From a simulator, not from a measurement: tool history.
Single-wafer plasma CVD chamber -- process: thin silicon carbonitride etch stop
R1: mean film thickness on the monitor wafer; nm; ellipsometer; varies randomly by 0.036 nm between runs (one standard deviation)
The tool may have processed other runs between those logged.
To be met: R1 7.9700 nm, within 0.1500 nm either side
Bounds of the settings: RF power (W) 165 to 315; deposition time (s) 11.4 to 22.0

{"run": 1, "hour": 0.0, "RF power (W)": 240, "deposition time (s)": 16.7, "R1": 10.394}
{"run": 2, "hour": 1.6, "RF power (W)": 260, "deposition time (s)": 16.7, "R1": 10.652}
{"run": 3, "hour": 7.4, "RF power (W)": 225, "deposition time (s)": 16.7, "R1": 10.024}
{"run": 4, "hour": 13.6, "RF power (W)": 210, "deposition time (s)": 16.7, "R1": 9.7103}
{"run": 5, "hour": 16.5, "RF power (W)": 210, "deposition time (s)": 15.4, "R1": 8.9263}
{"run": 6, "hour": 21.4, "RF power (W)": 205, "deposition time (s)": 15.3, "R1": 8.8837}
{"run": 7, "hour": 30.2, "RF power (W)": 200, "deposition time (s)": 15.2, "R1": 8.7336}
{"run": 8, "hour": 34.3, "RF power (W)": 195, "deposition time (s)": 15.1, "R1": 8.5967}
{"run": 9, "hour": 36.9, "RF power (W)": 190, "deposition time (s)": 15.0, "R1": 8.4428}
{"run": 10, "hour": 41.5, "RF power (W)": 180, "deposition time (s)": 14.8, "R1": 8.1209}

Exercise: of the 5 proposed moves below, exactly one satisfies all targets within the stated allowed misses. Which move is it?
{"run": "A", "hour": 46.1, "RF power (W)": 185, "deposition time (s)": 13.7, "R1": "?"}
{"run": "B", "hour": 46.1, "RF power (W)": 180, "deposition time (s)": 14.5, "R1": "?"}
{"run": "C", "hour": 46.1, "RF power (W)": 190, "deposition time (s)": 13.3, "R1": "?"}
{"run": "D", "hour": 46.1, "RF power (W)": 175, "deposition time (s)": 15.4, "R1": "?"}
{"run": "E", "hour": 46.1, "RF power (W)": 190, "deposition time (s)": 13.7, "R1": "?"}

move=A R1=7.6023
move=B R1=7.9530
move=C R1=7.4636
move=D R1=8.3448
move=E R1=7.6881
A: takes the result that was furthest off past its target
B: all results in spec
C: takes the result that was furthest off past its target
D: lands further from the targets than the last run did
E: takes the result that was furthest off past its target
The right move is B.
